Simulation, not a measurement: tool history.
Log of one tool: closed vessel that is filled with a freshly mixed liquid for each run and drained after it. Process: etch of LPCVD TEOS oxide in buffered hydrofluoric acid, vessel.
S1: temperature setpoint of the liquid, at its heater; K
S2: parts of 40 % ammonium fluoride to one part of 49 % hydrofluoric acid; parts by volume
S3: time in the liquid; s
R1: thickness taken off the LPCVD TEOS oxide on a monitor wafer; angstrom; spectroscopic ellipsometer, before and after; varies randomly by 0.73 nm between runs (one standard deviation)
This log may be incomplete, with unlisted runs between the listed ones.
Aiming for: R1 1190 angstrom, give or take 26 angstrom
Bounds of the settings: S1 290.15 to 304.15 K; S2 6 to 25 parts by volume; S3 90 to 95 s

run  hour      S1    S2  S3      R1
  1     0  296.15  15.5  90    2213
  2   2.6  294.65    17  90  1836.1
  3   8.1  294.65    17  90  1846.1
  4  12.6  294.65    17  95  1960.4
  5  13.5  293.65    18  95  1742.2
  6  16.6  293.65  14.5  95  2161.1
  7  17.1  290.15  19.5  95  1315.1
  8  18.3  290.15    20  95  1269.3
  9  25.1  290.15    20  95  1304.6
 10  31.4  290.15  20.5  95  1257.9
 11  37.1  290.15    21  95  1244.8
 12  42.1  290.15  21.5  95  1231.8

Below are 5 possible settings for the next run. Only one of them brings all results inside the allowed miss of their targets. Which is it?
  A  47.1  291.15  22.5  90   ?
  B  47.1  290.65  20.5  95   ?
  C  47.1  290.15  18.5  90   ?
  D  47.1  290.15    20  95   ?
  E  47.1  290.15    21  95   ?

move      R1
   A  1195.1
   B  1307.5
   C  1322.6
   D  1292.5
   E  1249.7
A: all results land within tolerance of their targets
B: the biggest miss grows against the last run
C: the biggest miss grows against the last run
D: the biggest miss grows against the last run
E: the biggest miss grows against the last run
Answer: A
